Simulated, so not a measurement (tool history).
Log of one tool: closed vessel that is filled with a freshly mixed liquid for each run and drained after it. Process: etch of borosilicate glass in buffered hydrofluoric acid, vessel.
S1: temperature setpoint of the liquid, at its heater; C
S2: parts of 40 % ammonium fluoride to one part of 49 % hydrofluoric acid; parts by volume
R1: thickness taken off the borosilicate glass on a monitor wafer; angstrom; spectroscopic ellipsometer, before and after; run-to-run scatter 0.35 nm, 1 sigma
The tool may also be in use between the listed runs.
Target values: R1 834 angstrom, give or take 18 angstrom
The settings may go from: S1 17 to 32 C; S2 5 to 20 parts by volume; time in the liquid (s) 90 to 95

{"run": 1, "day": 0.0, "S1": 25, "S2": 12, "time in the liquid (s)": 90, "R1": 964.01}
{"run": 2, "day": 0.1, "S1": 25, "S2": 12, "time in the liquid (s)": 90, "R1": 965.38}
{"run": 3, "day": 0.292, "S1": 24, "S2": 12, "time in the liquid (s)": 90, "R1": 906.16}
{"run": 4, "day": 0.483, "S1": 26, "S2": 12, "time in the liquid (s)": 90, "R1": 1019}
{"run": 5, "day": 0.779, "S1": 25, "S2": 12, "time in the liquid (s)": 90, "R1": 964.84}
{"run": 6, "day": 1.142, "S1": 24.5, "S2": 12, "time in the liquid (s)": 90, "R1": 948.37}
{"run": 7, "day": 1.45, "S1": 24, "S2": 12, "time in the liquid (s)": 90, "R1": 913.75}
{"run": 8, "day": 1.629, "S1": 23.5, "S2": 12, "time in the liquid (s)": 90, "R1": 894.11}
{"run": 9, "day": 1.758, "S1": 23, "S2": 12, "time in the liquid (s)": 90, "R1": 868.91}

Consider the 5 candidate settings below. Which is the only one whose results all fall within their allowed miss of target?
{"run": "A", "day": 1.888, "S1": 25.5, "S2": 13, "time in the liquid (s)": 90, "R1": "?"}
{"run": "B", "day": 1.888, "S1": 24, "S2": 12.5, "time in the liquid (s)": 90, "R1": "?"}
{"run": "C", "day": 1.888, "S1": 23, "S2": 12.5, "time in the liquid (s)": 90, "R1": "?"}
{"run": "D", "day": 1.888, "S1": 25.5, "S2": 12.5, "time in the liquid (s)": 90, "R1": "?"}
{"run": "E", "day": 1.888, "S1": 25, "S2": 14, "time in the liquid (s)": 95, "R1": "?"}

move=A R1=916.41
move=B R1=879.35
move=C R1=833.34
move=D R1=952.6
move=E R1=875.4
A: its largest miss is bigger than the last run's
B: its largest miss is bigger than the last run's
C: all results in spec
D: its largest miss is bigger than the last run's
E: its largest miss is bigger than the last run's
C meets every target.
